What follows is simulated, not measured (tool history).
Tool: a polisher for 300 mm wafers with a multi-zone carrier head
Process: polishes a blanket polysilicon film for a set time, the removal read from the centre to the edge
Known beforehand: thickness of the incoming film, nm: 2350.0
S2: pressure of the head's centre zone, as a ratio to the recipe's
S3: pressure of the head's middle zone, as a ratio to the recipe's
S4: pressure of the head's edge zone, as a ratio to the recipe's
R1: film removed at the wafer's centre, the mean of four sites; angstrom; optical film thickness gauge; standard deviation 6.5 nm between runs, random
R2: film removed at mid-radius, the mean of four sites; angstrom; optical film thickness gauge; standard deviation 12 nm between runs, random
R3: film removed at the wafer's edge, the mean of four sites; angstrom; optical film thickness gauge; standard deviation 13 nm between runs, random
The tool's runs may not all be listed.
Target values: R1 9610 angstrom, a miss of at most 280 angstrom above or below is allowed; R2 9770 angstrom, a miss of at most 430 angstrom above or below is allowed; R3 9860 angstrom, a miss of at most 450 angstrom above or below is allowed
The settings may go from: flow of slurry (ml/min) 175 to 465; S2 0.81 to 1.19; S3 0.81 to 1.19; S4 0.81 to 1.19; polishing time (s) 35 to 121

{"run": 1, "hour": 0.0, "flow of slurry (ml/min)": 295, "S2": 1, "S3": 1, "S4": 1, "polishing time (s)": 78, "R1": 6777.5, "R2": 6473.8, "R3": 6823.6}
{"run": 2, "hour": 3.1, "flow of slurry (ml/min)": 300, "S2": 1.01, "S3": 1.02, "S4": 1.03, "polishing time (s)": 83, "R1": 7323.3, "R2": 7325.9, "R3": 7362}
{"run": 3, "hour": 11.4, "flow of slurry (ml/min)": 300, "S2": 1.02, "S3": 1.01, "S4": 1.05, "polishing time (s)": 87, "R1": 7741, "R2": 7320.6, "R3": 7725.4}
{"run": 4, "hour": 15.5, "flow of slurry (ml/min)": 300, "S2": 1.02, "S3": 1.01, "S4": 1.1, "polishing time (s)": 87, "R1": 7687.8, "R2": 7438.5, "R3": 7882.9}
{"run": 5, "hour": 24.5, "flow of slurry (ml/min)": 300, "S2": 1.02, "S3": 0.97, "S4": 1.1, "polishing time (s)": 87, "R1": 7667.2, "R2": 7136, "R3": 7830.3}
{"run": 6, "hour": 27.3, "flow of slurry (ml/min)": 300, "S2": 1.02, "S3": 0.91, "S4": 1.1, "polishing time (s)": 87, "R1": 7597.8, "R2": 6877.9, "R3": 7862.1}
{"run": 7, "hour": 29.0, "flow of slurry (ml/min)": 305, "S2": 1.02, "S3": 0.94, "S4": 1.1, "polishing time (s)": 91, "R1": 7989.5, "R2": 7250.2, "R3": 8252.2}
{"run": 8, "hour": 37.0, "flow of slurry (ml/min)": 305, "S2": 1.02, "S3": 0.97, "S4": 1.11, "polishing time (s)": 94, "R1": 8219.2, "R2": 7780.8, "R3": 8752.1}
{"run": 9, "hour": 41.5, "flow of slurry (ml/min)": 310, "S2": 1.03, "S3": 1, "S4": 1.11, "polishing time (s)": 96, "R1": 8571.6, "R2": 8053.5, "R3": 8715.8}
{"run": 10, "hour": 45.2, "flow of slurry (ml/min)": 310, "S2": 1.03, "S3": 1.02, "S4": 1.11, "polishing time (s)": 98, "R1": 8731.8, "R2": 8459.1, "R3": 8941.6}
{"run": 11, "hour": 48.8, "flow of slurry (ml/min)": 310, "S2": 1.03, "S3": 1.03, "S4": 1.11, "polishing time (s)": 100, "R1": 8835.4, "R2": 8756.4, "R3": 9213.4}
{"run": 12, "hour": 54.1, "flow of slurry (ml/min)": 310, "S2": 1.04, "S3": 1.04, "S4": 1.11, "polishing time (s)": 101, "R1": 9114.6, "R2": 8798.1, "R3": 9168.6}

4 next moves are on the table. One of them brings every result within its allowed miss. Which?
{"run": "A", "hour": 59.4, "flow of slurry (ml/min)": 395, "S2": 1.04, "S3": 0.89, "S4": 1.19, "polishing time (s)": 102, "R1": "?", "R2": "?", "R3": "?"}
{"run": "B", "hour": 59.4, "flow of slurry (ml/min)": 295, "S2": 1.03, "S3": 1.07, "S4": 1.07, "polishing time (s)": 109, "R1": "?", "R2": "?", "R3": "?"}
{"run": "C", "hour": 59.4, "flow of slurry (ml/min)": 315, "S2": 1.07, "S3": 0.87, "S4": 1.19, "polishing time (s)": 114, "R1": "?", "R2": "?", "R3": "?"}
{"run": "D", "hour": 59.4, "flow of slurry (ml/min)": 340, "S2": 1.18, "S3": 1.09, "S4": 1.12, "polishing time (s)": 107, "R1": "?", "R2": "?", "R3": "?"}

move=A R1=9240.4 R2=7905.6 R3=9792.3
move=B R1=9574 R2=9629.2 R3=9702.8
move=C R1=10283 R2=8513.9 R3=10794
move=D R1=10302 R2=9719.9 R3=9839.1
A: the biggest miss grows against the last run
B: in spec on every target
C: the biggest miss grows against the last run
D: meets the target for the result that was furthest off, but another lies outside its allowed miss
The right move is B.
